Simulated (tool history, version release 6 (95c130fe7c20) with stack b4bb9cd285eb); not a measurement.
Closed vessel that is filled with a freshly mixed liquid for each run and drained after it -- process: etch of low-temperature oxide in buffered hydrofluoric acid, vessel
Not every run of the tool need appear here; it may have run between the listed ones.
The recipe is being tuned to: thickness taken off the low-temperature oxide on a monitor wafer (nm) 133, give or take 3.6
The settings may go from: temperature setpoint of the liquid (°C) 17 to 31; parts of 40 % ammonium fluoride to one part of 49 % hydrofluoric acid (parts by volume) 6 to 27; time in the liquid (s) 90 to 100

run  hour  temperature setpoint of the liquid (°C)  parts of 40 % ammonium fluoride to one part of 49 % hydrofluoric acid (parts by volume)  time in the liquid (s)  thickness taken off the low-temperature oxide on a monitor wafer (nm)
  1     0                                       23                                                                                     16.5                      90                                                                 238.31
  2   1.7                                       21                                                                                     16.5                      90                                                                 212.02
  3  10.2                                       21                                                                                     16.5                     100                                                                 233.96
  4  13.5                                       21                                                                                     16.5                     100                                                                 237.35
  5    17                                     20.5                                                                                     17.5                     100                                                                 218.26
  6  18.5                                       20                                                                                     18.5                     100                                                                 198.02
     19.7  -- hydrofluoric acid flow meter replaced
  7  19.7                                     19.5                                                                                       19                     100                                                                 177.67
  8  23.4                                       19                                                                                       19                     100                                                                 172.36
  9  31.2                                       19                                                                                       19                     100                                                                  174.5
 10  33.4                                       17                                                                                       22                     100                                                                 137.76
 11  38.1                                       17                                                                                       22                     100                                                                 138.31

Which one of the following 5 next-run settings gets every result inside its allowed miss? There is exactly one.
  A  42.8                                       17                                                                                     21.5                     100                                                                      ?
  B  42.8                                     17.5                                                                                     22.5                     100                                                                      ?
  C  42.8                                     20.5                                                                                     26.5                      95                                                                      ?
  D  42.8                                     17.5                                                                                       24                     100                                                                      ?
  E  42.8                                       18                                                                                     21.5                      95                                                                      ?

move  thickness taken off the low-temperature oxide on a monitor wafer (nm)
   A                                                                 141.49
   B                                                                 141.09
   C                                                                 141.85
   D                                                                 134.92
   E                                                                 142.31
A: moves away from the targets compared with the last run
B: moves away from the targets compared with the last run
C: moves away from the targets compared with the last run
D: every result within its allowed miss
E: moves away from the targets compared with the last run
The right move is D.
